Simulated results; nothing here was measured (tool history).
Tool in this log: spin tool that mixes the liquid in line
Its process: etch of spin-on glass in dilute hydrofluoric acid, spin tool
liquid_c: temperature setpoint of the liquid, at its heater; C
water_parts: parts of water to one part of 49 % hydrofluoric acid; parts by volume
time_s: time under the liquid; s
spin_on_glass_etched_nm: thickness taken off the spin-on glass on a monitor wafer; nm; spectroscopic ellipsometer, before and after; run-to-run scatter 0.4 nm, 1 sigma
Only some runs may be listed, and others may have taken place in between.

{"run": 1, "day": 0.0, "liquid_c": 20, "water_parts": 95, "time_s": 175, "spin_on_glass_etched_nm": 60.799}
{"run": 2, "day": 0.246, "liquid_c": 20, "water_parts": 95, "time_s": 185, "spin_on_glass_etched_nm": 64.407}
{"run": 3, "day": 0.542, "liquid_c": 18.5, "water_parts": 95, "time_s": 185, "spin_on_glass_etched_nm": 61.937}
{"run": 4, "day": 0.567, "liquid_c": 21.5, "water_parts": 95, "time_s": 185, "spin_on_glass_etched_nm": 69.203}
{"run": 5, "day": 0.688, "liquid_c": 18, "water_parts": 95, "time_s": 185, "spin_on_glass_etched_nm": 58.473}
{"run": 6, "day": 1.058, "liquid_c": 18, "water_parts": 95, "time_s": 175, "spin_on_glass_etched_nm": 56.48}
{"run": 7, "day": 1.2, "liquid_c": 18, "water_parts": 100, "time_s": 175, "spin_on_glass_etched_nm": 53.736}

Expected results for the next run?
{"run": 8, "day": 1.454, "liquid_c": 18, "water_parts": 105, "time_s": 175, "spin_on_glass_etched_nm": "?"}

spin_on_glass_etched_nm: 50.768 nm
